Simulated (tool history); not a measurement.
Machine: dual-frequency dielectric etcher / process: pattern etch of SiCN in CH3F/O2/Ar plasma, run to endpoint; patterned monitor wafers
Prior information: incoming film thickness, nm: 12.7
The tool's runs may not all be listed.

run	hour	source power (W)	bias power (W)	endpoint time (s)
1	0.0	530	94	29.553
2	3.7	490	90	31.157
3	6.6	460	88	32.536
4	11.8	440	87	33.414
5	20.6	490	87	31.488
6	27.6	490	72	34.904

The next listed run, before its measurement:
7	33.5	480	72	?

Run 7 gave endpoint time (s) 35.532.

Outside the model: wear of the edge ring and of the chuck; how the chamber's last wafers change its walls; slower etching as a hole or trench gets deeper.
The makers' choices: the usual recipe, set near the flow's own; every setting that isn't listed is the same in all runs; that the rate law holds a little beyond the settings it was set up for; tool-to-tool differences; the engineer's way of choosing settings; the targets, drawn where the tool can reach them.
